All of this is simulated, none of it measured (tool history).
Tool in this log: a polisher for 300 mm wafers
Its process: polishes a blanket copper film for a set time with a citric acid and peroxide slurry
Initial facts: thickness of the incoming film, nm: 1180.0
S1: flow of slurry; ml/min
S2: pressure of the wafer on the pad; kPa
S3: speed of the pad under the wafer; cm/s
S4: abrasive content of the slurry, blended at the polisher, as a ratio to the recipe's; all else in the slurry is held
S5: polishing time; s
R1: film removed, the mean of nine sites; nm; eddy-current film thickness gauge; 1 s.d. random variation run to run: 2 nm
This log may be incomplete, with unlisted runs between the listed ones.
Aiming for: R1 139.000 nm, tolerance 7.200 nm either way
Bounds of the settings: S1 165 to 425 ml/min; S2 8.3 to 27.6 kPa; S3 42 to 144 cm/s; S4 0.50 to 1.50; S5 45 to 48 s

run,hour,S1,S2,S3,S4,S5,R1
1,0.0,275,17.9,92,1.00,45,67.776
2,2.5,275,19.3,96,1.00,45,76.840
3,7.4,275,20.7,98,1.00,45,83.672
4,11.4,275,22.1,100,1.00,45,87.574
5,15.0,330,22.1,100,1.00,45,90.170
6,19.3,330,22.8,104,1.00,45,97.221
7,26.3,330,23.4,106,1.00,45,103.280
8,32.5,330,24.1,108,1.00,45,106.040
9,40.4,330,24.8,110,1.00,45,112.250
10,47.2,330,25.5,112,1.00,45,117.150
11,53.6,330,26.2,114,1.00,45,124.260
12,59.4,330,26.9,118,1.00,45,130.370

Below are 4 possible settings for the next run. Only one of them brings all results inside the allowed miss of their targets. Which is it?
A,65.2,365,27.6,116,0.90,48,?
B,65.2,425,27.6,92,1.45,46,?
C,65.2,355,24.8,142,0.95,48,?
D,65.2,355,26.9,140,0.90,48,?

move,R1
A,136.950
B,122.460
C,153.070
D,160.450
A: hits every target within its allowed miss
B: further off than the last run
C: carries the result that was furthest off beyond its target, to the other side
D: carries the result that was furthest off beyond its target, to the other side
The right move is A.
